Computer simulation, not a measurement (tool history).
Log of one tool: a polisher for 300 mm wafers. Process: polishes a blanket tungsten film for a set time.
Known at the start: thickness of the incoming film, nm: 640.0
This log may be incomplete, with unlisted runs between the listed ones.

run	hour	flow of slurry (ml/min)	pressure of the wafer on the pad (kPa)	speed of the pad under the wafer (cm/s)	abrasive content of the slurry	polishing time (s)	film removed (angstrom)
1	0.0	280	26.2	90	1.0	34	1680.9
2	4.8	280	27.6	90	1.0	34	1800.7
3	8.0	250	27.6	90	1.0	34	1728.2
4	14.9	285	27.6	90	1.0	34	1713.9
5	18.2	285	29.0	90	1.0	34	1837.6
6	27.1	285	29.0	90	1.0	30	1653.5

For run 7, what comes out?
7	31.5	285	30.3	90	1.0	30	?

Run 7 gave film removed (angstrom) 1688.9.
